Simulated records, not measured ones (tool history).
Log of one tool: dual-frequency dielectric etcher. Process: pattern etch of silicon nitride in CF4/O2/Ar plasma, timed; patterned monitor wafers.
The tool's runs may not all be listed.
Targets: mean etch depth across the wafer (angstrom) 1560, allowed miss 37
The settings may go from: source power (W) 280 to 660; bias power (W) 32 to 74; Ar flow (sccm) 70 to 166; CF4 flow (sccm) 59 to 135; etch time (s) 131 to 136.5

run  hour  source power (W)  bias power (W)  Ar flow (sccm)  CF4 flow (sccm)  etch time (s)  mean etch depth across the wafer (angstrom)
  1     0               470              53             118               97            131                                       2140.9
  2     4               440              53             118               97            131                                       2027.8
  3  10.3               420              53             118               97            131                                       1945.7
  4  12.8               480              53             118               97            131                                         2208
  5  14.9               450              53             118               97            131                                       2081.9
  6  20.9               420              53             118               97            131                                       1949.3
  7  23.5               400              53             118               97            131                                       1864.9
  8  31.5               390              53             118               97            131                                       1835.7
  9    39               380              53             118               97            131                                       1810.6
 10  40.4               370              53             118               97            131                                       1765.4
 11  43.7               360              53             118               97            131                                       1715.5
 12  50.1               350              53             118               97            131                                       1670.1
 13  54.5               340              53             118               97            131                                       1639.7

Which of these 4 next moves meets every target?
  A  58.9               350              51             126              105            133                                            ?
  B  58.9               310              54             109               83          136.5                                            ?
  C  58.9               360              50             114               90          136.5                                            ?
  D  58.9               360              48             110               86            136                                            ?

move  mean etch depth across the wafer (angstrom)
   A                                       1684.7
   B                                       1563.4
   C                                       1736.9
   D                                       1697.1
A: further off than the last run
B: meets every target
C: further off than the last run
D: further off than the last run
Move B is the one to make.
